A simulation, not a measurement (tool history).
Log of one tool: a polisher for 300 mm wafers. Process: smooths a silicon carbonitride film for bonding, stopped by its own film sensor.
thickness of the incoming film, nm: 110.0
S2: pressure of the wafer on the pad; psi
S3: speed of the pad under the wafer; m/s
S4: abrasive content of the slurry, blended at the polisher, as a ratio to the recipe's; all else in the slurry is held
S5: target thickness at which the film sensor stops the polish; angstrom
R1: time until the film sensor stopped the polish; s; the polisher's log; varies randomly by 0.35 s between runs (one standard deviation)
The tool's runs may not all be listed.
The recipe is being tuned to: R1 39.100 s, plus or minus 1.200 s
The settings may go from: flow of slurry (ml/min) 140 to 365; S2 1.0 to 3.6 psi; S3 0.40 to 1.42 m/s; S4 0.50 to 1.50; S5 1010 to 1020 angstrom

Run 1, day 0.000: flow of slurry (ml/min) 235, S2 2.3 psi, S3 0.90 m/s, S4 1.00, S5 1010 angstrom. Result: R1 30.750 s.
Run 2, day 0.100: flow of slurry (ml/min) 235, S2 2.2 psi, S3 0.90 m/s, S4 1.00, S5 1010 angstrom. Result: R1 31.952 s.
Run 3, day 0.212: flow of slurry (ml/min) 235, S2 2.1 psi, S3 0.90 m/s, S4 1.00, S5 1010 angstrom. Result: R1 33.303 s.
Run 4, day 0.246: flow of slurry (ml/min) 260, S2 2.1 psi, S3 0.90 m/s, S4 1.00, S5 1010 angstrom. Result: R1 33.082 s.
Run 5, day 0.396: flow of slurry (ml/min) 260, S2 1.9 psi, S3 0.90 m/s, S4 1.00, S5 1010 angstrom. Result: R1 37.191 s.
Run 6, day 0.754: flow of slurry (ml/min) 260, S2 1.9 psi, S3 0.90 m/s, S4 1.00, S5 1020 angstrom. Result: R1 32.733 s.
Run 7, day 0.888: flow of slurry (ml/min) 260, S2 1.7 psi, S3 0.90 m/s, S4 1.00, S5 1020 angstrom. Result: R1 35.700 s.
Run 8, day 0.967: flow of slurry (ml/min) 250, S2 1.5 psi, S3 0.90 m/s, S4 1.00, S5 1020 angstrom. Result: R1 40.936 s.
Run 9, day 1.192: flow of slurry (ml/min) 255, S2 1.5 psi, S3 0.90 m/s, S4 1.00, S5 1020 angstrom. Result: R1 41.049 s.

Which single option among these 5 for the next run brings every result within its allowed miss of target? Just one does.
Run A, day 1.417: flow of slurry (ml/min) 255, S2 1.7 psi, S3 0.84 m/s, S4 0.95, S5 1010 angstrom. Result: R1 ?.
Run B, day 1.417: flow of slurry (ml/min) 300, S2 1.2 psi, S3 1.06 m/s, S4 1.10, S5 1020 angstrom. Result: R1 ?.
Run C, day 1.417: flow of slurry (ml/min) 250, S2 1.6 psi, S3 0.82 m/s, S4 0.90, S5 1020 angstrom. Result: R1 ?.
Run D, day 1.417: flow of slurry (ml/min) 195, S2 1.4 psi, S3 1.02 m/s, S4 1.15, S5 1010 angstrom. Result: R1 ?.
Run E, day 1.417: flow of slurry (ml/min) 215, S2 1.7 psi, S3 1.08 m/s, S4 0.65, S5 1020 angstrom. Result: R1 ?.

move      R1
   A  44.030
   B  41.888
   C  43.467
   D  42.401
   E  39.578
A: its largest miss is bigger than the last run's
B: its largest miss is bigger than the last run's
C: its largest miss is bigger than the last run's
D: its largest miss is bigger than the last run's
E: all results land within tolerance of their targets
So the answer is move E, the one that meets all the targets.

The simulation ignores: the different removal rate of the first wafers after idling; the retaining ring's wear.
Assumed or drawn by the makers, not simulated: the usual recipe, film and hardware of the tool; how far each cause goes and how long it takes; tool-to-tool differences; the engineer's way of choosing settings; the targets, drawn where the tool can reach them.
